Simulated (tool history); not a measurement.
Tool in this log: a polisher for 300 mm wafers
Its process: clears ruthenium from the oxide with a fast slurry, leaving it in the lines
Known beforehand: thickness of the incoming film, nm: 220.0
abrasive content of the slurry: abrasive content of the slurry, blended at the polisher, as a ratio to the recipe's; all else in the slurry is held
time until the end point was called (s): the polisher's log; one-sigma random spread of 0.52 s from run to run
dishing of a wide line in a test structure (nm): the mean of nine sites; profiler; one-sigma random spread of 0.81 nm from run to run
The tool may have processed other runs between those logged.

run	hour	flow of slurry (ml/min)	pressure of the wafer on the pad (psi)	speed of the pad under the wafer (cm/s)	abrasive content of the slurry	overpolish time after the end point (s)	time until the end point was called (s)	dishing of a wide line in a test structure (nm)
1	0.0	180	2.7	102	1.00	11	73.367	25.511
2	7.5	225	2.7	102	1.00	11	71.475	26.268
3	15.3	225	2.7	102	0.90	11	74.966	24.720
4	16.9	225	2.7	102	1.05	11	69.460	26.206
5	21.4	225	2.7	84	1.05	11	85.011	21.720
6	29.8	225	2.7	84	1.20	11	81.284	24.140
7	34.2	225	2.9	86	1.20	11	74.755	25.348
8	37.6	225	3.1	88	1.20	11	66.179	27.682
9	44.6	235	3.8	90	1.20	11	54.075	32.910
10	49.1	235	3.8	92	1.20	11	52.340	32.935
11	52.7	235	3.8	94	1.20	11	51.586	31.891
12	59.1	235	3.8	96	1.20	11	50.640	33.315
# hour 64.9: worn pad replaced by a new one
13	64.9	235	3.8	98	1.20	11	45.160	35.704

What does the tool deliver on the next run?
14	73.5	240	3.9	98	1.20	11	?	?

{"run 14": {"time until the end point was called (s)": 44.075, "dishing of a wide line in a test structure (nm)": 37.521}}
